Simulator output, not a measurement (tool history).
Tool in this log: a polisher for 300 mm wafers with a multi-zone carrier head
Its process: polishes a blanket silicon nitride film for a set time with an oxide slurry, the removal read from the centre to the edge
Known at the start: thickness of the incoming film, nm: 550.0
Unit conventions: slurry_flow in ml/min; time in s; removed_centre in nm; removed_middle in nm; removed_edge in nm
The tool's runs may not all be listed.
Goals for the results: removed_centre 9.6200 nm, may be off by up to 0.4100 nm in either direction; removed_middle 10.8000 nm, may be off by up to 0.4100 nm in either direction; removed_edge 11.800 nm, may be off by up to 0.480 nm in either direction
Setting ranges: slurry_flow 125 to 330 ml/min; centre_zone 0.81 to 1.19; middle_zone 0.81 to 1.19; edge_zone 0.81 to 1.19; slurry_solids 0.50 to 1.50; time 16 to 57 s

run,hour,slurry_flow,centre_zone,middle_zone,edge_zone,slurry_solids,time,removed_centre,removed_middle,removed_edge
1,0.0,210,1.00,1.00,1.00,1.00,36,23.3840,22.6730,23.007
2,0.5,200,0.96,0.99,1.00,0.90,33,19.4060,19.7360,19.515
3,7.3,200,1.04,0.99,1.00,0.90,33,21.1990,19.6750,19.591
4,15.2,190,0.99,0.97,1.03,0.80,31,17.7100,16.9870,17.851
5,20.5,190,0.92,0.97,1.03,0.80,31,16.2730,17.0190,17.626
6,21.7,190,0.92,0.91,1.03,0.80,31,16.2960,16.0710,17.439
7,23.1,180,0.90,0.91,1.03,0.75,29,14.3520,14.6010,15.827
8,30.6,170,0.88,0.91,1.03,0.70,28,13.1930,13.6390,14.530
9,31.3,145,0.81,0.93,1.13,0.50,23,8.0929,9.1241,10.323
10,33.9,165,0.82,0.94,1.13,0.50,23,8.1774,9.1622,10.309
11,41.9,165,0.82,0.94,1.13,0.55,23,8.6556,9.8227,10.987
12,44.1,175,0.83,0.94,1.13,0.55,23,8.7617,9.7608,11.065
13,49.9,185,0.84,0.95,1.12,0.55,23,9.1349,9.9024,10.948
14,57.6,215,0.83,1.00,1.19,0.65,23,9.8684,11.7900,12.594
15,62.3,210,0.83,0.99,1.18,0.65,23,10.1090,11.5480,12.528
16,68.6,205,0.83,0.99,1.17,0.65,23,10.0830,11.6990,12.698
17,69.8,210,0.84,0.96,1.13,0.50,23,8.8051,9.7420,10.757
18,71.4,220,0.84,0.97,1.14,0.50,23,8.4865,9.8205,10.539
19,74.4,220,0.84,0.97,1.15,0.50,23,8.7236,10.0890,10.702
20,80.3,255,0.85,0.95,1.19,0.65,23,10.3460,11.5370,12.847
# hour 88.3: centre zone pressure recalibrated
21,88.3,250,0.84,0.95,1.17,0.65,23,9.4216,11.3400,12.887
22,90.8,240,0.84,0.95,1.16,0.65,23,9.5426,11.6430,12.682

Exercise: of the 4 proposed moves below, exactly one satisfies all targets within the stated allowed misses. Which move is it?
A,93.3,275,0.81,0.84,1.15,0.70,23,?,?,?
B,93.3,245,0.82,1.03,1.14,0.55,24,?,?,?
C,93.3,295,0.83,1.04,1.13,0.65,23,?,?,?
D,93.3,185,0.91,0.99,1.19,0.55,24,?,?,?

move,removed_centre,removed_middle,removed_edge
A,9.5740,10.7590,13.292
B,8.7090,11.4560,11.885
C,9.4911,12.4120,12.663
D,9.3827,10.7750,11.914
A: gets the furthest-off result to its target, but another result is out of tolerance
B: misses by more than the last run did
C: misses by more than the last run did
D: meets every target
D is the move that brings every result within its allowed miss.
